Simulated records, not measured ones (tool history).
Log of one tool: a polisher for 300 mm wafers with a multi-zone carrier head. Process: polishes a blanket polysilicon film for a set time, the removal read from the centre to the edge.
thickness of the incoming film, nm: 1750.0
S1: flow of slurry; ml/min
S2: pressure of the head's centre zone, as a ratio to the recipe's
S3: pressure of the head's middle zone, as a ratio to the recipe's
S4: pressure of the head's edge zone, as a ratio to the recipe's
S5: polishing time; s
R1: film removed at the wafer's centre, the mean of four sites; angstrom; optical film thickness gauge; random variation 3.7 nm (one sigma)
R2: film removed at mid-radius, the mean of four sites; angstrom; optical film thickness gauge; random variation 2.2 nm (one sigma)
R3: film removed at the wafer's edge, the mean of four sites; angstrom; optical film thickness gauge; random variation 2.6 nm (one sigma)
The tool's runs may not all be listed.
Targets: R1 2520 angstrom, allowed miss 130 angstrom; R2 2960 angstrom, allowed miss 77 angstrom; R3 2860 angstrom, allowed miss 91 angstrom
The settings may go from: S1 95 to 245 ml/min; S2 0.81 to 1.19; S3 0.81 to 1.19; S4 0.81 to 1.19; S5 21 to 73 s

run	hour	S1	S2	S3	S4	S5	R1	R2	R3
1	0	155	1	1	1	47	3152.2	3120.4	3296.6
2	2.6	155	1	1.07	1	47	3061.8	3257.7	3321
3	9.2	145	0.98	1.07	0.97	47	2956.3	3177.7	3280.8
4	15.6	145	0.98	1.09	0.95	46	3026.7	3217	3155.5
5	21.7	120	0.98	1.09	0.95	46	2714.9	3069	3051.6
6	23.2	115	0.98	1.09	0.94	46	2695.7	3037.1	2965.4
# hour 31: edge zone pressure recalibrated
7	31	110	0.98	1.09	0.94	46	2679.5	3009.3	2869.6
8	34.2	110	0.97	1.09	0.94	46	2668	3007.4	2926.9

Which of these 4 next moves meets every target?
A	37.4	130	0.93	1.05	0.93	48	?	?	?
B	37.4	100	0.95	1.11	0.96	46	?	?	?
C	37.4	95	0.95	1.18	0.91	48	?	?	?
D	37.4	130	1.02	1.06	0.93	44	?	?	?

move	R1	R2	R3
A	2822.7	3190.6	3156.1
B	2531.4	2969.5	2910.6
C	2587.7	3207.8	2924.1
D	2840.2	2947	2892.7
A: further off than the last run
B: meets every target
C: brings the result that was furthest off to its target, and leaves another outside
D: further off than the last run
Move B is the one to make.
